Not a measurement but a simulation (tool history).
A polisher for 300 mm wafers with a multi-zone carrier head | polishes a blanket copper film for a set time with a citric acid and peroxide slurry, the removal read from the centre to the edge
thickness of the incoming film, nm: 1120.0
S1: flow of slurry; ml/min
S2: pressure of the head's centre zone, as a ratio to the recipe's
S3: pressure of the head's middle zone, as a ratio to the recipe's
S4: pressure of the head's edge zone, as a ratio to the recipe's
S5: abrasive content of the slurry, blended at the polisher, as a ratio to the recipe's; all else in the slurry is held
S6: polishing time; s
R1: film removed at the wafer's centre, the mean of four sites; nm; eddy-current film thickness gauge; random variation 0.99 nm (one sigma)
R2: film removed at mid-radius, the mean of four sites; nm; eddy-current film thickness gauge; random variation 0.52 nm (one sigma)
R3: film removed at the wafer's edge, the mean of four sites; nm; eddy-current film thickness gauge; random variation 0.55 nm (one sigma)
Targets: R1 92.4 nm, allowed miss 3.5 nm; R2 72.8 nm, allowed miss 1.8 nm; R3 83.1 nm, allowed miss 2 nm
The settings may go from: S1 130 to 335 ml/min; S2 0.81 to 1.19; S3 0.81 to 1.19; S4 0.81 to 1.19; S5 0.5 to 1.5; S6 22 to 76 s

run	hour	S1	S2	S3	S4	S5	S6	R1	R2	R3
1	0	215	1	1	1	1	49	92.712	92.632	90.003
2	6.4	240	1	1	1	1	49	95.22	92.043	91.052
3	10.2	240	1	1.04	1	1	49	94.022	96.155	90.806
4	16.1	240	1	1.04	1	0.85	49	91.516	91.296	86.029
5	19.6	240	1	1.1	1	0.85	49	89.948	94.723	86.348
6	22.7	240	1	1.1	1	1.05	49	97.263	101.84	91.841
7	28.8	240	1.01	1.07	1	1	49	95.245	99.365	89.193
8	34.4	180	1.11	0.97	1.1	1.15	44	94.944	81.726	86.637
9	42.7	175	1.11	0.96	1.1	1.15	44	93.938	80.793	87.36
10	50.3	175	1.11	0.95	1.09	1.15	44	93.013	78.809	85.121

5 next moves are on the table. One of them brings every result within its allowed miss. Which?
A	57.9	230	1.13	0.89	1.11	1.05	42	?	?	?
B	57.9	150	1.13	0.83	1.19	1.15	45	?	?	?
C	57.9	135	1.07	0.84	1.19	1.05	45	?	?	?
D	57.9	165	1.04	0.84	1.19	0.9	46	?	?	?
E	57.9	180	1.1	0.86	1.18	1.15	44	?	?	?

move	R1	R2	R3
A	92.387	72.44	82.622
B	95.54	71.213	90.503
C	86.693	69.096	87.285
D	85.189	69.625	87.26
E	93.484	73.482	89.666
A: meets every target
B: brings the result that was furthest off to its target, and leaves another outside
C: takes the result that was furthest off past its target
D: takes the result that was furthest off past its target
E: brings the result that was furthest off to its target, and leaves another outside
The right move is A.

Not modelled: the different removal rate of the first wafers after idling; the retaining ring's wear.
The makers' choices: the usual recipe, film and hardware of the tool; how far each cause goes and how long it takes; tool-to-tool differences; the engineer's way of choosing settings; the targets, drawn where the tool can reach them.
